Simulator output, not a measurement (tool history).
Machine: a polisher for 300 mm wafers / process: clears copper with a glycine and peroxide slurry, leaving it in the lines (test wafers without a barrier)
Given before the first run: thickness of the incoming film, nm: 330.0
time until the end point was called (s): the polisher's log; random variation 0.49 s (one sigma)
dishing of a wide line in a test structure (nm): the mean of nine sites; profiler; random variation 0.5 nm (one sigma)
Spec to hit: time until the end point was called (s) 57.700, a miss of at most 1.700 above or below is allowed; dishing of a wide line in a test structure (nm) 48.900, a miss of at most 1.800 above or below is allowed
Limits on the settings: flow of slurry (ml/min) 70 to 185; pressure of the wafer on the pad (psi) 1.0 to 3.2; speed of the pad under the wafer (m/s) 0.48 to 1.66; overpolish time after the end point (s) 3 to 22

run  hour  flow of slurry (ml/min)  pressure of the wafer on the pad (psi)  speed of the pad under the wafer (m/s)  overpolish time after the end point (s)  time until the end point was called (s)  dishing of a wide line in a test structure (nm)
  1   0.0                      120                                     2.1                                    1.06                                       11                                   60.769                                           38.601
  2   2.1                      130                                     2.1                                    1.06                                       13                                   59.809                                           45.285
  3   4.4                      130                                     2.1                                    1.30                                       13                                   50.984                                           49.155
  4   9.5                      130                                     2.1                                    1.54                                       13                                   44.014                                           52.526
  5  15.2                      125                                     2.0                                    1.54                                       13                                   45.554                                           51.357
  6  21.2                      125                                     2.4                                    1.54                                       13                                   40.719                                           56.285
  7  24.3                      120                                     2.3                                    1.54                                       13                                   41.748                                           55.599
  8  25.9                      120                                     2.2                                    1.54                                       13                                   43.307                                           52.806
  9  30.1                      115                                     2.1                                    1.54                                       13                                   44.823                                           51.890
 10  35.3                      115                                     2.0                                    1.54                                       13                                   46.089                                           51.030
 11  36.7                      115                                     1.9                                    1.54                                       13                                   47.618                                           49.646
 12  45.3                      115                                     1.8                                    1.54                                       13                                   50.145                                           48.853
 13  46.6                       85                                     1.5                                    1.54                                       15                                   60.243                                           46.388

Next run, 4 choices. One meets every target within its allowed miss, the rest don't. Which?
  A  47.9                       85                                     1.4                                    1.58                                       16                                        ?                                                ?
  B  47.9                       90                                     1.7                                    1.46                                       15                                        ?                                                ?
  C  47.9                       80                                     1.7                                    1.66                                       14                                        ?                                                ?
  D  47.9                       75                                     1.8                                    1.64                                       16                                        ?                                                ?

move  time until the end point was called (s)  dishing of a wide line in a test structure (nm)
   A                                   62.180                                           47.738
   B                                   57.771                                           48.538
   C                                   53.599                                           48.360
   D                                   53.046                                           52.748
A: moves away from the targets compared with the last run
B: meets every target
C: the result that was furthest off in the last run now lies on the other side of its target
D: the result that was furthest off in the last run now lies on the other side of its target
The right move is B.
